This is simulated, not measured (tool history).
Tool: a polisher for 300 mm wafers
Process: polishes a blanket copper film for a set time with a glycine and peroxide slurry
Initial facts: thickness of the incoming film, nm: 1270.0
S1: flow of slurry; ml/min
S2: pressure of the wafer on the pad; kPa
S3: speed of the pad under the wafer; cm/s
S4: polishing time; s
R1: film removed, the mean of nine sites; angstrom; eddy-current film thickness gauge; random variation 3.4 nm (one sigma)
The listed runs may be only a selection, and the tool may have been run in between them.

| run | hour | S1 | S2 | S3 | S4 | R1 |
|---|---|---|---|---|---|---|
| 1 | 0 | 290 | 20.7 | 80 | 44 | 2170.5 |
| 2 | 6.6 | 290 | 20.7 | 66 | 44 | 1892.2 |
| 3 | 11.2 | 250 | 20.7 | 66 | 44 | 1875.9 |
| 4 | 16.8 | 250 | 20.7 | 46 | 44 | 1510 |
| 5 | 20.4 | 250 | 24.1 | 52 | 44 | 1852.3 |
| 6 | 26.6 | 250 | 24.1 | 52 | 44 | 1818.2 |

For run 7, what comes out?
| 7 | 28.3 | 250 | 24.1 | 52 | 44 | ? |

R1: 1788.8 angstrom
